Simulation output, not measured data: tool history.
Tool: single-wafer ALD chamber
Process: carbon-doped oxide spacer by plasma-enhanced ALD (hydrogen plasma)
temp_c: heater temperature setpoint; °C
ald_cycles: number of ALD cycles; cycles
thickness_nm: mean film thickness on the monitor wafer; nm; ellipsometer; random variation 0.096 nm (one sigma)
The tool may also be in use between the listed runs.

run,hour,temp_c,ald_cycles,thickness_nm
1,0.0,390,436,23.067
2,6.8,390,463,24.709
3,10.6,390,440,23.281
4,17.0,390,490,25.826
5,21.2,397,490,25.780
6,29.7,387,490,25.777

Run 7 comes next. What will it give?
7,33.4,387,458,?

{"run 7": {"thickness_nm": 24.122}}
